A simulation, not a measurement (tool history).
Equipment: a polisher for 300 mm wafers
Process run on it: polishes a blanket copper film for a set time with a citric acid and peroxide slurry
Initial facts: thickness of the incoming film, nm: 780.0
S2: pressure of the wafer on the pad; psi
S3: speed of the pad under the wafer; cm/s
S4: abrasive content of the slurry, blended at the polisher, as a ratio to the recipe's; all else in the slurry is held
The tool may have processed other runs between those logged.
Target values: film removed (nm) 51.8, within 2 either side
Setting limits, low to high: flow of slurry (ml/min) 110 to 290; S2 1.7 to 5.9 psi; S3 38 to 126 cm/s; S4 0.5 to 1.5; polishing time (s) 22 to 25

run 1 hour=0 | flow_of_slurry_(ml/min)=185 S2=3.8 S3=82 S4=1 polishing_time_(s)=25 | film_removed_(nm)=57.754
run 2 hour=6.4 | flow_of_slurry_(ml/min)=205 S2=3.8 S3=82 S4=1 polishing_time_(s)=25 | film_removed_(nm)=59.707
run 3 hour=14.1 | flow_of_slurry_(ml/min)=200 S2=3.8 S3=82 S4=1 polishing_time_(s)=25 | film_removed_(nm)=59.892
run 4 hour=18.8 | flow_of_slurry_(ml/min)=200 S2=3.8 S3=102 S4=1 polishing_time_(s)=25 | film_removed_(nm)=73.471
run 5 hour=21.9 | flow_of_slurry_(ml/min)=195 S2=3.7 S3=102 S4=1 polishing_time_(s)=25 | film_removed_(nm)=71.934
run 6 hour=25.3 | flow_of_slurry_(ml/min)=195 S2=3.7 S3=102 S4=1 polishing_time_(s)=22 | film_removed_(nm)=63.642
-- hour=30.7 slurry blender recalibrated
run 7 hour=30.7 | flow_of_slurry_(ml/min)=190 S2=3.6 S3=102 S4=1 polishing_time_(s)=22 | film_removed_(nm)=69.072
run 8 hour=33.1 | flow_of_slurry_(ml/min)=190 S2=3.4 S3=102 S4=1 polishing_time_(s)=22 | film_removed_(nm)=66.435
run 9 hour=34 | flow_of_slurry_(ml/min)=190 S2=3.3 S3=100 S4=1 polishing_time_(s)=22 | film_removed_(nm)=63.555
run 10 hour=35.2 | flow_of_slurry_(ml/min)=190 S2=3.2 S3=100 S4=1 polishing_time_(s)=22 | film_removed_(nm)=63.002
run 11 hour=42.6 | flow_of_slurry_(ml/min)=190 S2=3.1 S3=100 S4=1 polishing_time_(s)=22 | film_removed_(nm)=59.738
run 12 hour=45.4 | flow_of_slurry_(ml/min)=190 S2=3 S3=100 S4=1 polishing_time_(s)=22 | film_removed_(nm)=59.467
run 13 hour=54 | flow_of_slurry_(ml/min)=190 S2=2.9 S3=100 S4=1 polishing_time_(s)=22 | film_removed_(nm)=56.52
run 14 hour=55.3 | flow_of_slurry_(ml/min)=190 S2=2.7 S3=100 S4=1 polishing_time_(s)=22 | film_removed_(nm)=54.091

Which of these 5 next moves meets every target?
run A hour=56.6 | flow_of_slurry_(ml/min)=180 S2=3 S3=104 S4=0.9 polishing_time_(s)=22 | film_removed_(nm)=?
run B hour=56.6 | flow_of_slurry_(ml/min)=185 S2=3.6 S3=68 S4=1.1 polishing_time_(s)=24 | film_removed_(nm)=?
run C hour=56.6 | flow_of_slurry_(ml/min)=155 S2=3.5 S3=88 S4=1 polishing_time_(s)=22 | film_removed_(nm)=?
run D hour=56.6 | flow_of_slurry_(ml/min)=185 S2=3.6 S3=78 S4=0.95 polishing_time_(s)=24 | film_removed_(nm)=?
run E hour=56.6 | flow_of_slurry_(ml/min)=180 S2=2.5 S3=100 S4=0.95 polishing_time_(s)=24 | film_removed_(nm)=?

move=A film_removed_(nm)=57.785
move=B film_removed_(nm)=50.991
move=C film_removed_(nm)=55.384
move=D film_removed_(nm)=55.78
move=E film_removed_(nm)=54.138
A: further off than the last run
B: all results land within tolerance of their targets
C: further off than the last run
D: further off than the last run
E: just as far off the targets as the last run
So the answer is move B, the one that meets all the targets.
